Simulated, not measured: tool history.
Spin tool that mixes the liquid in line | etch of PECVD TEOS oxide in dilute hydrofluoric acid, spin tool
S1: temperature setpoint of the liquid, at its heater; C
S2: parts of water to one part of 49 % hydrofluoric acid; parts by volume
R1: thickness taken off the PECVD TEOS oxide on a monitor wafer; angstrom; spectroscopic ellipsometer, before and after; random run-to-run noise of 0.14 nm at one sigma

{"run": 1, "hour": 0.0, "S1": 25, "S2": 255, "time under the liquid (s)": 275, "R1": 134.03}
{"run": 2, "hour": 2.1, "S1": 27, "S2": 245, "time under the liquid (s)": 275, "R1": 151.05}
{"run": 3, "hour": 4.5, "S1": 28.5, "S2": 240, "time under the liquid (s)": 275, "R1": 163.19}
{"run": 4, "hour": 11.7, "S1": 25.5, "S2": 240, "time under the liquid (s)": 275, "R1": 147.79}
{"run": 5, "hour": 18.1, "S1": 25.5, "S2": 240, "time under the liquid (s)": 300, "R1": 161.64}
{"run": 6, "hour": 26.9, "S1": 27, "S2": 240, "time under the liquid (s)": 300, "R1": 167.88}
{"run": 7, "hour": 31.9, "S1": 27, "S2": 240, "time under the liquid (s)": 300, "R1": 169.29}
{"run": 8, "hour": 39.5, "S1": 28, "S2": 240, "time under the liquid (s)": 300, "R1": 175.29}
{"run": 9, "hour": 42.8, "S1": 29, "S2": 240, "time under the liquid (s)": 300, "R1": 180.77}

Run 10, settings as shown, results not yet in. Your forecast:
{"run": 10, "hour": 45.5, "S1": 29.5, "S2": 240, "time under the liquid (s)": 300, "R1": "?"}

R1: 183.6 angstrom
